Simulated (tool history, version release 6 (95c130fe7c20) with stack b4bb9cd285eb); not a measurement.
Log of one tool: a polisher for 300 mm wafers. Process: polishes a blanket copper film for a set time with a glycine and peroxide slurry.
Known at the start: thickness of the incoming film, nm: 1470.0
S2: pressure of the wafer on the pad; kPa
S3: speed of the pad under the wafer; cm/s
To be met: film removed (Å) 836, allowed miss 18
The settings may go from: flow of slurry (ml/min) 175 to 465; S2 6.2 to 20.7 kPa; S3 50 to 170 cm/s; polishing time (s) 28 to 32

run 1 day=0 | flow_of_slurry_(ml/min)=295 S2=13.1 S3=110 polishing_time_(s)=32 | film_removed_(Å)=1149.4
run 2 day=0.183 | flow_of_slurry_(ml/min)=295 S2=13.1 S3=92 polishing_time_(s)=32 | film_removed_(Å)=1033.3
run 3 day=0.462 | flow_of_slurry_(ml/min)=335 S2=13.1 S3=92 polishing_time_(s)=32 | film_removed_(Å)=1046.7
run 4 day=0.708 | flow_of_slurry_(ml/min)=335 S2=13.1 S3=66 polishing_time_(s)=32 | film_removed_(Å)=860.52
run 5 day=1.033 | flow_of_slurry_(ml/min)=410 S2=13.1 S3=66 polishing_time_(s)=32 | film_removed_(Å)=874.52
run 6 day=1.404 | flow_of_slurry_(ml/min)=410 S2=13.1 S3=66 polishing_time_(s)=28 | film_removed_(Å)=752.55
run 7 day=1.629 | flow_of_slurry_(ml/min)=410 S2=13.8 S3=66 polishing_time_(s)=28 | film_removed_(Å)=788.41
run 8 day=1.904 | flow_of_slurry_(ml/min)=410 S2=14.5 S3=66 polishing_time_(s)=28 | film_removed_(Å)=804.05

4 next moves are on the table. One of them brings every result within its allowed miss. Which?
run A day=2.179 | flow_of_slurry_(ml/min)=395 S2=12.4 S3=78 polishing_time_(s)=29 | film_removed_(Å)=?
run B day=2.179 | flow_of_slurry_(ml/min)=385 S2=15.9 S3=56 polishing_time_(s)=31 | film_removed_(Å)=?
run C day=2.179 | flow_of_slurry_(ml/min)=355 S2=13.1 S3=64 polishing_time_(s)=30 | film_removed_(Å)=?
run D day=2.179 | flow_of_slurry_(ml/min)=405 S2=15.2 S3=56 polishing_time_(s)=29 | film_removed_(Å)=?

move=A film_removed_(Å)=831.92
move=B film_removed_(Å)=874.26
move=C film_removed_(Å)=796.23
move=D film_removed_(Å)=796.38
A: meets every target
B: takes the result that was furthest off past its target
C: further off than the last run
D: further off than the last run
Move A is the one to make.
